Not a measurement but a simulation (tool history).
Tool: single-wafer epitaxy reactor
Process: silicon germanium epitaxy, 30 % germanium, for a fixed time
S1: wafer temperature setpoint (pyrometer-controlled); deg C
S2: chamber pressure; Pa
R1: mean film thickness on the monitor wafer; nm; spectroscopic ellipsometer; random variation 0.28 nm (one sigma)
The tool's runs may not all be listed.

run,hour,S1,S2,R1
1,0,605,2906,72.022
2,0.6,606,2906,73.141
3,1.2,607,2906,74.441
4,5.2,608,2906,75.764
5,11.6,597,2906,62.769
6,19.7,604,2906,70.616
7,20.8,605,2906,72.025
# hour 27.8: capacitance manometer re-zeroed and calibrated
8,27.8,609,2920,73.811

Forecast run 9:
9,33.3,610,2920,?

Run 9 gave R1 74.921 nm.
